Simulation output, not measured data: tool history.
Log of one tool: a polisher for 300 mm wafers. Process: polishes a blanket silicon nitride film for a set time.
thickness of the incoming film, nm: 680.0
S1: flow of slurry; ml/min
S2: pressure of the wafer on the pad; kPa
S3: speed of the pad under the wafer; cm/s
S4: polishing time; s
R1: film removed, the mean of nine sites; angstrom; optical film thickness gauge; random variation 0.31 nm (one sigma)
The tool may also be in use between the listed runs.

| run | hour | S1 | S2 | S3 | S4 | R1 |
|---|---|---|---|---|---|---|
| 1 | 0.0 | 130 | 31.0 | 140 | 21 | 689.87 |
| 2 | 5.7 | 130 | 35.2 | 140 | 21 | 782.72 |
| 3 | 6.9 | 130 | 35.2 | 140 | 21 | 782.06 |
| 4 | 10.9 | 125 | 32.4 | 138 | 21 | 693.02 |
| 5 | 13.2 | 125 | 38.6 | 138 | 21 | 835.26 |
| 6 | 18.9 | 120 | 35.2 | 136 | 21 | 749.30 |
| 7 | 25.9 | 120 | 32.4 | 134 | 21 | 688.42 |
| 8 | 29.6 | 120 | 29.6 | 130 | 21 | 613.57 |
| 9 | 32.7 | 120 | 29.6 | 130 | 21 | 613.68 |
| 10 | 39.4 | 115 | 27.6 | 128 | 21 | 557.27 |
| 11 | 42.7 | 110 | 25.5 | 128 | 21 | 512.37 |

Forecast run 12:
| 12 | 51.5 | 105 | 24.1 | 128 | 21 | ? |

Run 12 gave R1 484.33 angstrom.
